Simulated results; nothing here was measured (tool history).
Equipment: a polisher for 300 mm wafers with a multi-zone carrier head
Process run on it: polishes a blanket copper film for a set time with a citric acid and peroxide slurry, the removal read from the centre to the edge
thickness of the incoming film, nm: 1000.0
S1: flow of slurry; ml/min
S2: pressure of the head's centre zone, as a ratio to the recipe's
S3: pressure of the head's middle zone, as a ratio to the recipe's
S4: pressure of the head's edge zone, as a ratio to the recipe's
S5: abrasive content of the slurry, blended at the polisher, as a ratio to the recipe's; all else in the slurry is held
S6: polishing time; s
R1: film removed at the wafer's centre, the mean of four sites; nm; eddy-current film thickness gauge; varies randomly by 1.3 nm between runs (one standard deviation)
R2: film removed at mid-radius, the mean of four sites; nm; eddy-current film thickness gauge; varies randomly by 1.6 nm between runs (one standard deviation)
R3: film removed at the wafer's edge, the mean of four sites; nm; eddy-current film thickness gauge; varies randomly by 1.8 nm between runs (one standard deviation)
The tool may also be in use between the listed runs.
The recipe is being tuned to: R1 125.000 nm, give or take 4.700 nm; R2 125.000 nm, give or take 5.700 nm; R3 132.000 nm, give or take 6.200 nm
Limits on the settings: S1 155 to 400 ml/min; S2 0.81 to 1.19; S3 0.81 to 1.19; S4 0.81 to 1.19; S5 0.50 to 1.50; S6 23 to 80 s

run 1 hour=0.0 | S1=255 S2=1.00 S3=1.00 S4=1.00 S5=1.00 S6=51 | R1=95.960 R2=105.090 R3=101.120
run 2 hour=4.7 | S1=255 S2=1.00 S3=1.00 S4=1.00 S5=1.00 S6=45 | R1=83.535 R2=92.835 R3=89.396
run 3 hour=9.0 | S1=255 S2=1.02 S3=0.99 S4=1.04 S5=1.15 S6=48 | R1=93.441 R2=100.320 R3=102.990
run 4 hour=11.2 | S1=255 S2=1.02 S3=0.99 S4=1.04 S5=1.05 S6=48 | R1=90.510 R2=96.620 R3=99.696
run 5 hour=19.4 | S1=255 S2=1.02 S3=0.99 S4=0.97 S5=1.05 S6=48 | R1=92.618 R2=98.315 R3=96.208
run 6 hour=23.2 | S1=200 S2=1.02 S3=0.99 S4=0.97 S5=1.05 S6=48 | R1=88.182 R2=94.035 R3=92.864
run 7 hour=25.9 | S1=270 S2=1.10 S3=1.01 S4=1.07 S5=1.30 S6=55 | R1=119.910 R2=122.630 R3=123.020
run 8 hour=34.6 | S1=275 S2=1.10 S3=1.01 S4=1.08 S5=1.30 S6=55 | R1=117.550 R2=120.670 R3=124.180
run 9 hour=42.7 | S1=285 S2=1.14 S3=1.02 S4=1.13 S5=1.45 S6=56 | R1=128.420 R2=128.000 R3=130.160

Which of these 4 next moves meets every target?
run A hour=50.8 | S1=160 S2=1.04 S3=0.98 S4=1.18 S5=1.15 S6=63 | R1=? R2=? R3=?
run B hour=50.8 | S1=355 S2=1.06 S3=1.11 S4=1.19 S5=1.45 S6=53 | R1=? R2=? R3=?
run C hour=50.8 | S1=290 S2=1.12 S3=1.17 S4=1.14 S5=1.40 S6=55 | R1=? R2=? R3=?
run D hour=50.8 | S1=270 S2=1.11 S3=1.01 S4=1.16 S5=1.50 S6=56 | R1=? R2=? R3=?

move=A R1=115.790 R2=123.750 R3=135.200
move=B R1=115.700 R2=133.330 R3=128.550
move=C R1=123.570 R2=141.090 R3=127.570
move=D R1=125.590 R2=127.850 R3=132.770
A: moves the result that the last run missed by most past its target, out the other side
B: moves the result that the last run missed by most past its target, out the other side
C: gets the furthest-off result to its target, but another result is out of tolerance
D: meets every target
Answer: D
